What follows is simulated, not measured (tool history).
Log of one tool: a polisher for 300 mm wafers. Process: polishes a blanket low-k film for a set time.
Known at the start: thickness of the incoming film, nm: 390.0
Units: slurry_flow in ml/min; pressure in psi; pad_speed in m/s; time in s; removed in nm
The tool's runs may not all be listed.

| run | hour | slurry_flow | pressure | pad_speed | slurry_solids | time | removed |
|---|---|---|---|---|---|---|---|
| 1 | 0 | 310 | 1.4 | 1.2 | 1 | 27 | 10.99 |
| 2 | 2.2 | 310 | 1.4 | 1.06 | 1 | 27 | 9.8923 |
| 3 | 4 | 310 | 1.2 | 1.04 | 1 | 27 | 8.5595 |
| 4 | 10.6 | 355 | 1.2 | 1.04 | 1 | 27 | 8.3187 |
| 5 | 16.2 | 355 | 1.2 | 1.04 | 1.15 | 27 | 8.9713 |
| 6 | 23.9 | 415 | 1.2 | 1.04 | 1.15 | 27 | 8.9246 |
| 7 | 32.7 | 415 | 1 | 1.04 | 1.15 | 27 | 7.6065 |

The next listed run, before its measurement:
| 8 | 35.1 | 415 | 0.7 | 1.02 | 1.15 | 27 | ? |

{"run 8": {"removed": 5.4268}}

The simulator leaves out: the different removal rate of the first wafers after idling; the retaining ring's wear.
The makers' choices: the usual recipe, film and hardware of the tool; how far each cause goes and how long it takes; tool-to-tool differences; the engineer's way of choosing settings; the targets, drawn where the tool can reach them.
